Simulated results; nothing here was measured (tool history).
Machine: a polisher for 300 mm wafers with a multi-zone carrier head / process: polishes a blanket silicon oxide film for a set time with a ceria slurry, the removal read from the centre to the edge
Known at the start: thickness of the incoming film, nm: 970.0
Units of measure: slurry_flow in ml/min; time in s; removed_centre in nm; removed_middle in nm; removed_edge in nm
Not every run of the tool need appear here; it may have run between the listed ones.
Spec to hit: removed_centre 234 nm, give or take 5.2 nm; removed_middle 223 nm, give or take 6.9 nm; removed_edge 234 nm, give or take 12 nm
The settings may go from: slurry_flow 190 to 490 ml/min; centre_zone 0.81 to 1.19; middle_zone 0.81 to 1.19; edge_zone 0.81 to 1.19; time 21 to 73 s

run 1 hour=0 | slurry_flow=315 centre_zone=1 middle_zone=1 edge_zone=1 time=47 | removed_centre=198 removed_middle=191.4 removed_edge=200.72
run 2 hour=5.4 | slurry_flow=315 centre_zone=1 middle_zone=1.03 edge_zone=1 time=47 | removed_centre=200.22 removed_middle=196.7 removed_edge=201
run 3 hour=12 | slurry_flow=330 centre_zone=1.02 middle_zone=1.05 edge_zone=1.06 time=48 | removed_centre=209.7 removed_middle=207.55 removed_edge=207.86
run 4 hour=19.4 | slurry_flow=330 centre_zone=1.02 middle_zone=1.05 edge_zone=1.06 time=37 | removed_centre=160.85 removed_middle=158.36 removed_edge=156.53
run 5 hour=27.1 | slurry_flow=305 centre_zone=1.03 middle_zone=1.04 edge_zone=1.07 time=42 | removed_centre=183.91 removed_middle=177.97 removed_edge=184.56
run 6 hour=32.1 | slurry_flow=280 centre_zone=1.06 middle_zone=1.07 edge_zone=1.11 time=44 | removed_centre=195.22 removed_middle=190.2 removed_edge=190.73
run 7 hour=38 | slurry_flow=260 centre_zone=1.07 middle_zone=1.07 edge_zone=1.12 time=47 | removed_centre=209.96 removed_middle=197.74 removed_edge=201.89
run 8 hour=41.3 | slurry_flow=285 centre_zone=1.07 middle_zone=1.06 edge_zone=1.14 time=48 | removed_centre=217.42 removed_middle=203.86 removed_edge=211.08
run 9 hour=42.7 | slurry_flow=300 centre_zone=1.06 middle_zone=1.06 edge_zone=1.16 time=49 | removed_centre=217.8 removed_middle=212.3 removed_edge=215.26
run 10 hour=51.1 | slurry_flow=300 centre_zone=1.06 middle_zone=1.05 edge_zone=1.17 time=50 | removed_centre=222.86 removed_middle=214.09 removed_edge=220.4
run 11 hour=59.3 | slurry_flow=300 centre_zone=1.06 middle_zone=1.05 edge_zone=1.18 time=51 | removed_centre=228.62 removed_middle=214.77 removed_edge=229.3
run 12 hour=66.2 | slurry_flow=300 centre_zone=1.06 middle_zone=1.05 edge_zone=1.18 time=51 | removed_centre=225.33 removed_middle=216.8 removed_edge=234.09

Pick the move, out of 5, that brings all results within their allowed miss; only one does.
run A hour=73.1 | slurry_flow=290 centre_zone=1 middle_zone=1.07 edge_zone=1.03 time=53 | removed_centre=? removed_middle=? removed_edge=?
run B hour=73.1 | slurry_flow=285 centre_zone=1.03 middle_zone=1.12 edge_zone=1.19 time=50 | removed_centre=? removed_middle=? removed_edge=?
run C hour=73.1 | slurry_flow=290 centre_zone=1.06 middle_zone=1.05 edge_zone=1.11 time=52 | removed_centre=? removed_middle=? removed_edge=?
run D hour=73.1 | slurry_flow=325 centre_zone=0.99 middle_zone=1.06 edge_zone=1.19 time=51 | removed_centre=? removed_middle=? removed_edge=?
run E hour=73.1 | slurry_flow=265 centre_zone=1.12 middle_zone=1.03 edge_zone=1.08 time=51 | removed_centre=? removed_middle=? removed_edge=?

move=A removed_centre=223.46 removed_middle=230.86 removed_edge=228.25
move=B removed_centre=216.89 removed_middle=226.04 removed_edge=227.02
move=C removed_centre=232.46 removed_middle=222.8 removed_edge=230.3
move=D removed_centre=215.12 removed_middle=222.48 removed_edge=233.73
move=E removed_centre=238.77 removed_middle=213.15 removed_edge=222.22
A: its largest miss is bigger than the last run's
B: its largest miss is bigger than the last run's
C: all results in spec
D: its largest miss is bigger than the last run's
E: the worst result of the last run now meets its target, but another is out of spec
Go with C: it meets all targets.
